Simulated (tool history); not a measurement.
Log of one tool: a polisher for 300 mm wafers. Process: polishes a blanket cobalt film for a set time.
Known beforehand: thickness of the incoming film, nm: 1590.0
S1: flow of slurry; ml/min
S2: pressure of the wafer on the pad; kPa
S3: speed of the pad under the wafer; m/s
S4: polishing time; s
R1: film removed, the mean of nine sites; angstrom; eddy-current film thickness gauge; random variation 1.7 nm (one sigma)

run	day	S1	S2	S3	S4	R1
1	0	155	16.5	1.1	21	1627.6
2	0.217	155	15.9	1.1	21	1531
3	0.592	150	15.2	1.1	21	1445.3
4	0.817	145	15.2	1.1	21	1482.9
5	1.104	145	17.2	1.1	21	1622.8
6	1.242	145	17.2	1.2	21	1801.6

What will run 7 give?
7	1.383	145	16.5	1.2	21	?

R1: 1746.2 angstrom
